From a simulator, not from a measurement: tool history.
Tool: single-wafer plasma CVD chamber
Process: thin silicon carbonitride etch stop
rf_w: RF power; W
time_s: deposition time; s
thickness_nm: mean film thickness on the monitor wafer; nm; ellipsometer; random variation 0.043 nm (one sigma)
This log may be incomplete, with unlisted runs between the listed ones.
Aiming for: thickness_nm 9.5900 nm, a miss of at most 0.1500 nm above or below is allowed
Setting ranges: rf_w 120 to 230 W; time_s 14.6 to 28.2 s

Run 1, hour 0.0: rf_w 175 W, time_s 21.4 s. Result: thickness_nm 11.7750 nm.
Run 2, hour 2.9: rf_w 175 W, time_s 19.7 s. Result: thickness_nm 10.7800 nm.
Run 3, hour 11.1: rf_w 175 W, time_s 21.3 s. Result: thickness_nm 11.7150 nm.
Run 4, hour 13.6: rf_w 160 W, time_s 21.3 s. Result: thickness_nm 11.4140 nm.
Run 5, hour 15.1: rf_w 180 W, time_s 21.3 s. Result: thickness_nm 11.7250 nm.
Run 6, hour 23.0: rf_w 165 W, time_s 21.3 s. Result: thickness_nm 11.4820 nm.
Run 7, hour 28.9: rf_w 155 W, time_s 20.5 s. Result: thickness_nm 10.8640 nm.
Run 8, hour 31.9: rf_w 145 W, time_s 19.9 s. Result: thickness_nm 10.4360 nm.
Run 9, hour 39.3: rf_w 140 W, time_s 19.5 s. Result: thickness_nm 10.0170 nm.
Run 10, hour 40.7: rf_w 135 W, time_s 19.4 s. Result: thickness_nm 9.9400 nm.
Run 11, hour 41.9: rf_w 130 W, time_s 19.3 s. Result: thickness_nm 9.8582 nm.
Run 12, hour 49.6: rf_w 130 W, time_s 19.2 s. Result: thickness_nm 9.6784 nm.

Consider the 4 candidate settings below. Which is the only one whose results all fall within their allowed miss of target?
Run A, hour 57.3: rf_w 125 W, time_s 20.1 s. Result: thickness_nm ?.
Run B, hour 57.3: rf_w 130 W, time_s 18.9 s. Result: thickness_nm ?.
Run C, hour 57.3: rf_w 120 W, time_s 19.9 s. Result: thickness_nm ?.
Run D, hour 57.3: rf_w 155 W, time_s 18.6 s. Result: thickness_nm ?.

move  thickness_nm
   A       10.1250
   B        9.6113
   C        9.9274
   D        9.8763
A: misses by more than the last run did
B: meets every target
C: misses by more than the last run did
D: misses by more than the last run did
Go with B: it meets all targets.

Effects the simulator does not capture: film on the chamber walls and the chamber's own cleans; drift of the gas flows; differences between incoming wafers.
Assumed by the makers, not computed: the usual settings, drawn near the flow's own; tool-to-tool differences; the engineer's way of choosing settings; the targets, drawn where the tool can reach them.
